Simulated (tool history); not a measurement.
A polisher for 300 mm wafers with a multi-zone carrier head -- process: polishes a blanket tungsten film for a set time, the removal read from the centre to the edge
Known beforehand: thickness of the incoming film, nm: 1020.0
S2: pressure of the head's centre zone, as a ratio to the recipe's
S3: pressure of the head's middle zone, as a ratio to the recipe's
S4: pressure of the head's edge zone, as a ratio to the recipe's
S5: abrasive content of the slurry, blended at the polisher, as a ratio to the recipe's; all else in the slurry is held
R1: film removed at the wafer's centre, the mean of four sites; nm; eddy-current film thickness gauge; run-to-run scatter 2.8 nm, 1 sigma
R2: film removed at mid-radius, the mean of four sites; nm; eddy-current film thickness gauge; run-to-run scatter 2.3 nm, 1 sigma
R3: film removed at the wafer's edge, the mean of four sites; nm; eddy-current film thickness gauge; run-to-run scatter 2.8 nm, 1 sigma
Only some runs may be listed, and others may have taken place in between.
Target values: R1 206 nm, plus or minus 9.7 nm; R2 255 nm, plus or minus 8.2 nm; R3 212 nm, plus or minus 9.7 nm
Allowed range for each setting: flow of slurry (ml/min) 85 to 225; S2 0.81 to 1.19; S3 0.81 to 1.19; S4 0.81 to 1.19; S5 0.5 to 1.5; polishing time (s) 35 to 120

{"run": 1, "day": 0.0, "flow of slurry (ml/min)": 145, "S2": 1, "S3": 1, "S4": 1, "S5": 1, "polishing time (s)": 77, "R1": 369.76, "R2": 376.5, "R3": 364.18}
{"run": 2, "day": 0.1, "flow of slurry (ml/min)": 145, "S2": 1.04, "S3": 1, "S4": 1, "S5": 1, "polishing time (s)": 77, "R1": 385.51, "R2": 380.37, "R3": 372.78}
{"run": 3, "day": 0.446, "flow of slurry (ml/min)": 145, "S2": 1.04, "S3": 1, "S4": 0.94, "S5": 1, "polishing time (s)": 77, "R1": 392.27, "R2": 382.02, "R3": 365.77}
{"run": 4, "day": 0.55, "flow of slurry (ml/min)": 145, "S2": 1.04, "S3": 0.94, "S4": 0.94, "S5": 1, "polishing time (s)": 77, "R1": 372.34, "R2": 357.06, "R3": 357.05}
{"run": 5, "day": 0.9, "flow of slurry (ml/min)": 145, "S2": 1.04, "S3": 0.94, "S4": 0.94, "S5": 1.15, "polishing time (s)": 77, "R1": 405.35, "R2": 367.25, "R3": 364.13}
{"run": 6, "day": 1.067, "flow of slurry (ml/min)": 145, "S2": 1.04, "S3": 0.94, "S4": 1.01, "S5": 1.15, "polishing time (s)": 77, "R1": 398.94, "R2": 372.4, "R3": 383.39}
{"run": 7, "day": 1.433, "flow of slurry (ml/min)": 120, "S2": 0.94, "S3": 1.04, "S4": 0.91, "S5": 0.9, "polishing time (s)": 55, "R1": 233.47, "R2": 263.39, "R3": 239.06}
{"run": 8, "day": 1.708, "flow of slurry (ml/min)": 120, "S2": 0.93, "S3": 1.05, "S4": 0.9, "S5": 0.9, "polishing time (s)": 55, "R1": 228.81, "R2": 264.7, "R3": 244.26}
{"run": 9, "day": 1.904, "flow of slurry (ml/min)": 120, "S2": 0.98, "S3": 1.15, "S4": 0.82, "S5": 0.65, "polishing time (s)": 51, "R1": 208.98, "R2": 245.04, "R3": 201.23}
{"run": 10, "day": 1.95, "flow of slurry (ml/min)": 120, "S2": 0.98, "S3": 1.15, "S4": 0.83, "S5": 0.65, "polishing time (s)": 51, "R1": 208.97, "R2": 243.09, "R3": 196.86}

Below are 4 possible settings for the next run. Only one of them brings all results inside the allowed miss of their targets. Which is it?
{"run": "A", "day": 1.996, "flow of slurry (ml/min)": 105, "S2": 0.95, "S3": 1.08, "S4": 0.89, "S5": 0.85, "polishing time (s)": 49, "R1": "?", "R2": "?", "R3": "?"}
{"run": "B", "day": 1.996, "flow of slurry (ml/min)": 110, "S2": 0.92, "S3": 1.12, "S4": 0.84, "S5": 0.7, "polishing time (s)": 54, "R1": "?", "R2": "?", "R3": "?"}
{"run": "C", "day": 1.996, "flow of slurry (ml/min)": 90, "S2": 0.89, "S3": 1.11, "S4": 0.81, "S5": 0.7, "polishing time (s)": 50, "R1": "?", "R2": "?", "R3": "?"}
{"run": "D", "day": 1.996, "flow of slurry (ml/min)": 100, "S2": 0.99, "S3": 1.19, "S4": 0.85, "S5": 0.7, "polishing time (s)": 49, "R1": "?", "R2": "?", "R3": "?"}

move=A R1=201.54 R2=235.66 R3=208.16
move=B R1=207.01 R2=257.68 R3=214.35
move=C R1=179.31 R2=230.02 R3=191.45
move=D R1=199.22 R2=242.92 R3=193.49
A: corrects the largest miss of the last run, while another result sits out of spec
B: all results in spec
C: lands further from the targets than the last run did
D: lands further from the targets than the last run did
Answer: B
